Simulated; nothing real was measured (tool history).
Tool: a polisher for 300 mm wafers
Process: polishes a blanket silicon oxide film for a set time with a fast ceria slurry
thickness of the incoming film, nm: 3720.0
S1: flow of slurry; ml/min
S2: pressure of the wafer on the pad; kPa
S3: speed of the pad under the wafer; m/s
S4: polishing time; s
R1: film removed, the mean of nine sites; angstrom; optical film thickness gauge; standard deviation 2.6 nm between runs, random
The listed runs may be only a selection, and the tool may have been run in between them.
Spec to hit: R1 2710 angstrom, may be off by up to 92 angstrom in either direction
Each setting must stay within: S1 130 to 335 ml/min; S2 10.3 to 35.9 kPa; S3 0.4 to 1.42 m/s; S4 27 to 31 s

run 1 hour=0 | S1=215 S2=22.8 S3=0.9 S4=31 | R1=4716.1
run 2 hour=7.4 | S1=215 S2=22.8 S3=0.68 S4=31 | R1=3587.1
run 3 hour=8.8 | S1=215 S2=22.8 S3=0.46 S4=31 | R1=2576.5
run 4 hour=10.2 | S1=215 S2=22.8 S3=0.4 S4=31 | R1=2223.7
run 5 hour=18.5 | S1=215 S2=23.4 S3=0.4 S4=31 | R1=2280.1
run 6 hour=23.4 | S1=215 S2=23.4 S3=0.4 S4=31 | R1=2292.1
run 7 hour=29.2 | S1=215 S2=24.1 S3=0.4 S4=31 | R1=2344.3
run 8 hour=29.8 | S1=215 S2=24.8 S3=0.4 S4=31 | R1=2461.3
run 9 hour=36 | S1=215 S2=25.5 S3=0.4 S4=31 | R1=2498.4
run 10 hour=38.5 | S1=215 S2=26.2 S3=0.4 S4=31 | R1=2594.3

Exactly one of the 4 candidate moves below puts every result within its allowed miss. Which one?
run A hour=41 | S1=265 S2=21.4 S3=0.48 S4=31 | R1=?
run B hour=41 | S1=190 S2=25.5 S3=0.44 S4=27 | R1=?
run C hour=41 | S1=160 S2=31 S3=0.4 S4=27 | R1=?
run D hour=41 | S1=195 S2=22.1 S3=0.52 S4=31 | R1=?

move=A R1=2547.3
move=B R1=2329.1
move=C R1=2508.7
move=D R1=2729.8
A: its largest miss is bigger than the last run's
B: its largest miss is bigger than the last run's
C: its largest miss is bigger than the last run's
D: hits every target within its allowed miss
Answer: D

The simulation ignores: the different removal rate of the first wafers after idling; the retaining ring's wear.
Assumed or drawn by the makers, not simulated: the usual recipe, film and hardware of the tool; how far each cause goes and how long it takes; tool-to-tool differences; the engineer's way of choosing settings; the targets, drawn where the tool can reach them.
